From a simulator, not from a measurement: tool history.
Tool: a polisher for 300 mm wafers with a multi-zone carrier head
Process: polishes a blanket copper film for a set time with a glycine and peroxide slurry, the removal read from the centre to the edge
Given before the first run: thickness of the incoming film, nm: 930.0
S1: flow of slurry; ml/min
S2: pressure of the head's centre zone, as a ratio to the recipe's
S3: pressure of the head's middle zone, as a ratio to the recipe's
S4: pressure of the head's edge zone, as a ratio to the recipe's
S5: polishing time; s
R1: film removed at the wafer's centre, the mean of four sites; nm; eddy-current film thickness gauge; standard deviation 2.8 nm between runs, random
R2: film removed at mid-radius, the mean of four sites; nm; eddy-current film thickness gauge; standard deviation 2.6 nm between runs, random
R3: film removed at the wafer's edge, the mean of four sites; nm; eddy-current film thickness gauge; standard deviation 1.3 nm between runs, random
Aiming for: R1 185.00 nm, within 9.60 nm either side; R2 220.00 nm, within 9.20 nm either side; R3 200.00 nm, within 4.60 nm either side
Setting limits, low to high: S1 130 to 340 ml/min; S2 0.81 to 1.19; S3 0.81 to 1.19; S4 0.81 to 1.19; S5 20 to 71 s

run  hour   S1    S2    S3    S4  S5      R1      R2      R3
  1   0.0  220  1.00  1.00  1.00  45  325.80  316.36  314.66
  2   4.6  210  0.95  1.01  0.96  40  264.62  273.93  271.64
  3  12.6  205  0.93  1.03  0.92  37  244.47  259.23  246.27
  4  19.8  205  0.98  1.03  0.92  37  259.86  263.96  244.77
  5  28.7  205  0.98  1.03  0.92  44  308.27  309.61  294.44
  6  33.7  205  0.98  1.10  0.92  44  302.35  324.12  290.78
  7  37.3  195  0.94  1.09  0.90  40  264.43  300.80  262.75
  8  46.2  165  0.84  0.99  0.86  27  160.14  176.68  170.57
  9  49.9  200  0.84  1.01  0.88  27  165.03  181.54  173.92
 10  50.9  195  0.86  1.05  0.92  27  167.41  190.87  178.63
 11  53.9  205  0.88  1.08  0.96  27  171.91  196.70  183.93
 12  62.4  215  0.89  1.10  0.99  27  172.33  197.26  186.92
 13  66.1  220  0.90  1.12  1.00  27  177.10  201.25  186.17

Consider the 5 candidate settings below. Which is the only one whose results all fall within their allowed miss of target?
  A  69.8  180  0.96  1.06  1.03  28   ?   ?   ?
  B  69.8  230  1.04  1.15  0.98  25   ?   ?   ?
  C  69.8  200  0.86  1.10  0.93  30   ?   ?   ?
  D  69.8  245  0.87  1.12  1.02  26   ?   ?   ?
  E  69.8  190  1.00  0.98  1.15  26   ?   ?   ?

move      R1      R2      R3
   A  191.09  196.90  195.58
   B  191.54  193.31  174.21
   C  186.18  220.41  201.53
   D  167.68  198.41  185.76
   E  186.31  173.21  193.19
A: gets the furthest-off result to its target, but another result is out of tolerance
B: moves away from the targets compared with the last run
C: hits every target within its allowed miss
D: as far off as the last run
E: moves away from the targets compared with the last run
Go with C: it meets all targets.
